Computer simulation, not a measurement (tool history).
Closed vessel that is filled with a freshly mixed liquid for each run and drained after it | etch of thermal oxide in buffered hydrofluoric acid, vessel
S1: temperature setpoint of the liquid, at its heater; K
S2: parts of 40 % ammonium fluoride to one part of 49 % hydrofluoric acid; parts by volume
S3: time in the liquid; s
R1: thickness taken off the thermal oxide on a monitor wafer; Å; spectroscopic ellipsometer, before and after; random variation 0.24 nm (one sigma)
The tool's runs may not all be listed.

run 1 hour=0 | S1=293.15 S2=14.5 S3=45 | R1=306.26
run 2 hour=5.3 | S1=292.65 S2=14.5 S3=45 | R1=299.26
run 3 hour=8.5 | S1=292.15 S2=14.5 S3=45 | R1=284.42
run 4 hour=17.2 | S1=295.15 S2=14.5 S3=45 | R1=337.4
run 5 hour=25.8 | S1=295.15 S2=12.5 S3=45 | R1=400.42
run 6 hour=26.8 | S1=294.15 S2=13 S3=45 | R1=358.22
run 7 hour=34.5 | S1=293.15 S2=13.5 S3=45 | R1=331.04

Forecast run 8:
run 8 hour=35.1 | S1=290.15 S2=15 S3=45 | R1=?

Run 8 gave R1 248.45 Å.

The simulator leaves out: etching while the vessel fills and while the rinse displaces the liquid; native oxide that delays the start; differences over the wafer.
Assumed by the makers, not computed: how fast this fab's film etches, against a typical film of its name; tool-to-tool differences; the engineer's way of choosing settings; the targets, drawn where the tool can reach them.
